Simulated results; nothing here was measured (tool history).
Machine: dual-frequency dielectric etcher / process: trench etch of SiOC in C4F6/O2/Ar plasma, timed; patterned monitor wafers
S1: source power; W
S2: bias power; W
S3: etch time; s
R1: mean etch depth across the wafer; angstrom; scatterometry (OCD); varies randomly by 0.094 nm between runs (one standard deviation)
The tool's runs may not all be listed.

run  hour   S1   S2  S3      R1
  1     0  330  187  14  266.75
  2   1.1  330  187  14  267.61
  3     5  340  188  14  271.59
  4   8.8  350  188  14  271.99
  5   9.7  350  188  14  271.62
  6  10.8  320  188  14  266.55

Run 7 comes next. What will it give?
  7  16.9  340  190  14   ?

For run 7 the tool returned R1 270.92 angstrom.

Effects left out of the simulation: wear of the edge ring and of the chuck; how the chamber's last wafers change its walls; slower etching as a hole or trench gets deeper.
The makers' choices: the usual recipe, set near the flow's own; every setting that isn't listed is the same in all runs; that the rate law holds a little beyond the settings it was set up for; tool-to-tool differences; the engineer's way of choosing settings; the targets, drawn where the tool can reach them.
